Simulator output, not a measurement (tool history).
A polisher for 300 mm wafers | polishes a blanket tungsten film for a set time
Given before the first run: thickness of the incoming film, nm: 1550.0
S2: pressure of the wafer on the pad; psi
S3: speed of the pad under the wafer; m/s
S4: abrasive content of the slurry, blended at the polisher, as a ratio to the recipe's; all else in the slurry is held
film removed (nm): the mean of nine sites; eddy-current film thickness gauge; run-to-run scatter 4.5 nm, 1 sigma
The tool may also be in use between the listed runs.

Run 1, hour 0.0: flow of slurry (ml/min) 260, S2 4.6 psi, S3 1.14 m/s, S4 1.0, polishing time (s) 80. Result: film removed (nm) 648.94.
Run 2, hour 0.7: flow of slurry (ml/min) 260, S2 4.3 psi, S3 1.14 m/s, S4 1.0, polishing time (s) 80. Result: film removed (nm) 604.88.
Run 3, hour 1.4: flow of slurry (ml/min) 295, S2 4.3 psi, S3 1.14 m/s, S4 1.0, polishing time (s) 80. Result: film removed (nm) 630.47.
Run 4, hour 3.0: flow of slurry (ml/min) 295, S2 4.3 psi, S3 1.42 m/s, S4 1.0, polishing time (s) 80. Result: film removed (nm) 755.04.
Run 5, hour 8.3: flow of slurry (ml/min) 285, S2 3.9 psi, S3 1.42 m/s, S4 1.0, polishing time (s) 80. Result: film removed (nm) 697.68.
Run 6, hour 16.6: flow of slurry (ml/min) 280, S2 3.5 psi, S3 1.42 m/s, S4 1.0, polishing time (s) 80. Result: film removed (nm) 642.17.

Run 7 comes next. What will it give?
Run 7, hour 25.2: flow of slurry (ml/min) 275, S2 3.2 psi, S3 1.42 m/s, S4 1.0, polishing time (s) 80. Result: film removed (nm) ?.

film removed (nm): 600.33
